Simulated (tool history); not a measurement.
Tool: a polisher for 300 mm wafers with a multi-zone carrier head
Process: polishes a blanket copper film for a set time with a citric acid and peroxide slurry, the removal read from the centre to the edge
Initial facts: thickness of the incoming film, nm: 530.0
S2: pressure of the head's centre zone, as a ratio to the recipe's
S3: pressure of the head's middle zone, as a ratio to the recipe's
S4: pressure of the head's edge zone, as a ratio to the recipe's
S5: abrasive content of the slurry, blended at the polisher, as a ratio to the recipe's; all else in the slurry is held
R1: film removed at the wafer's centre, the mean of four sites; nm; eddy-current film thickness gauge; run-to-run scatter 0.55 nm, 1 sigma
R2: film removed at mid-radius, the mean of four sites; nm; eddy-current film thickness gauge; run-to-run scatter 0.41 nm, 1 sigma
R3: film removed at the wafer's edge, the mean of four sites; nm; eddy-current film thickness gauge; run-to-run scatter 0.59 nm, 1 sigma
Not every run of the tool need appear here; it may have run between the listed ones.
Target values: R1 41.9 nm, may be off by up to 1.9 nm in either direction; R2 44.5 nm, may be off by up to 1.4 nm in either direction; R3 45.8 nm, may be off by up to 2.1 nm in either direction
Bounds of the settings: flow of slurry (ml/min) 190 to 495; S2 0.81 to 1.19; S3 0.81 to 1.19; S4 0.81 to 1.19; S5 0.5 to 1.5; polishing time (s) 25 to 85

{"run": 1, "day": 0.0, "flow of slurry (ml/min)": 320, "S2": 1, "S3": 1, "S4": 1, "S5": 1, "polishing time (s)": 55, "R1": 77.107, "R2": 75.03, "R3": 76.469}
{"run": 2, "day": 0.362, "flow of slurry (ml/min)": 315, "S2": 0.96, "S3": 0.98, "S4": 0.97, "S5": 0.85, "polishing time (s)": 49, "R1": 63.282, "R2": 63.925, "R3": 63.703}
{"run": 3, "day": 0.592, "flow of slurry (ml/min)": 315, "S2": 0.89, "S3": 0.98, "S4": 0.97, "S5": 0.85, "polishing time (s)": 49, "R1": 58.106, "R2": 63.239, "R3": 65.188}
{"run": 4, "day": 0.621, "flow of slurry (ml/min)": 315, "S2": 0.89, "S3": 0.98, "S4": 1.03, "S5": 0.85, "polishing time (s)": 49, "R1": 57.859, "R2": 63.711, "R3": 65.119}
{"run": 5, "day": 0.742, "flow of slurry (ml/min)": 315, "S2": 0.97, "S3": 0.98, "S4": 1.03, "S5": 0.85, "polishing time (s)": 49, "R1": 64.257, "R2": 62.461, "R3": 65.621}
{"run": 6, "day": 0.858, "flow of slurry (ml/min)": 315, "S2": 0.97, "S3": 0.98, "S4": 0.94, "S5": 0.85, "polishing time (s)": 49, "R1": 64.684, "R2": 63.144, "R3": 62.752}
{"run": 7, "day": 1.167, "flow of slurry (ml/min)": 310, "S2": 0.93, "S3": 0.95, "S4": 0.93, "S5": 0.75, "polishing time (s)": 46, "R1": 56.065, "R2": 56.897, "R3": 56.528}
{"run": 8, "day": 1.346, "flow of slurry (ml/min)": 305, "S2": 0.9, "S3": 0.91, "S4": 0.92, "S5": 0.65, "polishing time (s)": 45, "R1": 50.729, "R2": 51.579, "R3": 55.05}
{"run": 9, "day": 1.562, "flow of slurry (ml/min)": 305, "S2": 0.9, "S3": 0.91, "S4": 0.92, "S5": 0.65, "polishing time (s)": 45, "R1": 51.95, "R2": 52.172, "R3": 53.426}
{"run": 10, "day": 1.904, "flow of slurry (ml/min)": 300, "S2": 0.87, "S3": 0.9, "S4": 0.9, "S5": 0.6, "polishing time (s)": 44, "R1": 48.171, "R2": 49.808, "R3": 52.89}
{"run": 11, "day": 1.983, "flow of slurry (ml/min)": 305, "S2": 0.87, "S3": 0.9, "S4": 0.89, "S5": 0.55, "polishing time (s)": 42, "R1": 45.549, "R2": 46.085, "R3": 48.126}
{"run": 12, "day": 2.046, "flow of slurry (ml/min)": 305, "S2": 0.86, "S3": 0.9, "S4": 0.88, "S5": 0.55, "polishing time (s)": 42, "R1": 44.338, "R2": 46.875, "R3": 47.394}
{"run": 13, "day": 2.138, "flow of slurry (ml/min)": 305, "S2": 0.85, "S3": 0.89, "S4": 0.87, "S5": 0.55, "polishing time (s)": 42, "R1": 44.14, "R2": 46.253, "R3": 47.19}

Which of these 4 next moves meets every target?
{"run": "A", "day": 2.229, "flow of slurry (ml/min)": 475, "S2": 0.81, "S3": 0.86, "S4": 0.94, "S5": 0.5, "polishing time (s)": 38, "R1": "?", "R2": "?", "R3": "?"}
{"run": "B", "day": 2.229, "flow of slurry (ml/min)": 235, "S2": 0.87, "S3": 0.92, "S4": 0.89, "S5": 0.7, "polishing time (s)": 39, "R1": "?", "R2": "?", "R3": "?"}
{"run": "C", "day": 2.229, "flow of slurry (ml/min)": 315, "S2": 0.91, "S3": 0.89, "S4": 0.81, "S5": 0.75, "polishing time (s)": 35, "R1": "?", "R2": "?", "R3": "?"}
{"run": "D", "day": 2.229, "flow of slurry (ml/min)": 295, "S2": 0.87, "S3": 0.84, "S4": 0.91, "S5": 0.55, "polishing time (s)": 39, "R1": "?", "R2": "?", "R3": "?"}

move=A R1=39.401 R2=41.464 R3=44.835
move=B R1=43.256 R2=45.029 R3=45.472
move=C R1=42.373 R2=40.89 R3=40.45
move=D R1=42.488 R2=40.949 R3=44.848
A: takes the result that was furthest off past its target
B: hits every target within its allowed miss
C: takes the result that was furthest off past its target
D: takes the result that was furthest off past its target
Go with B: it meets all targets.

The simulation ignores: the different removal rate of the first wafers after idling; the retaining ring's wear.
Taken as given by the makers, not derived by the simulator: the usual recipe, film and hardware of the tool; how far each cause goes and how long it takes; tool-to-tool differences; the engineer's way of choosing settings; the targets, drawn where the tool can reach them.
